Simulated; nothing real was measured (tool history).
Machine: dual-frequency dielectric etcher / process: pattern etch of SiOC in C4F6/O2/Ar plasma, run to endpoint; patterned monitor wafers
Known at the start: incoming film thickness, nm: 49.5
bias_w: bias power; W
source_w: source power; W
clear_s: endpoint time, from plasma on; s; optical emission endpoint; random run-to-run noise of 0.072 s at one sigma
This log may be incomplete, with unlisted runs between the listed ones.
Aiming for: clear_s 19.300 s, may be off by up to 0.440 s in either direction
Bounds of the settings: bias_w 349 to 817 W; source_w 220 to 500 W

run 1 day=0.000 | bias_w=583 source_w=360 | clear_s=15.274
run 2 day=0.279 | bias_w=583 source_w=410 | clear_s=14.453
run 3 day=0.621 | bias_w=527 source_w=380 | clear_s=15.283
run 4 day=0.838 | bias_w=573 source_w=380 | clear_s=15.062
run 5 day=1.079 | bias_w=519 source_w=380 | clear_s=15.423
run 6 day=1.254 | bias_w=519 source_w=410 | clear_s=15.056
run 7 day=1.546 | bias_w=477 source_w=370 | clear_s=16.024
run 8 day=1.921 | bias_w=445 source_w=340 | clear_s=17.067
run 9 day=2.283 | bias_w=422 source_w=330 | clear_s=17.398
run 10 day=2.600 | bias_w=404 source_w=320 | clear_s=17.890
run 11 day=2.900 | bias_w=391 source_w=310 | clear_s=18.105
run 12 day=3.167 | bias_w=381 source_w=300 | clear_s=18.492

Next run, 4 choices. One meets every target within its allowed miss, the rest don't. Which?
run A day=3.433 | bias_w=412 source_w=290 | clear_s=?
run B day=3.433 | bias_w=349 source_w=260 | clear_s=?
run C day=3.433 | bias_w=423 source_w=330 | clear_s=?
run D day=3.433 | bias_w=412 source_w=260 | clear_s=?

move=A clear_s=18.595
move=B clear_s=20.392
move=C clear_s=17.432
move=D clear_s=19.548
A: closer than the last run, but not yet in spec
B: takes the biggest miss from the last run beyond its target
C: lands further from the targets than the last run did
D: meets every target
The move that meets every target is D.
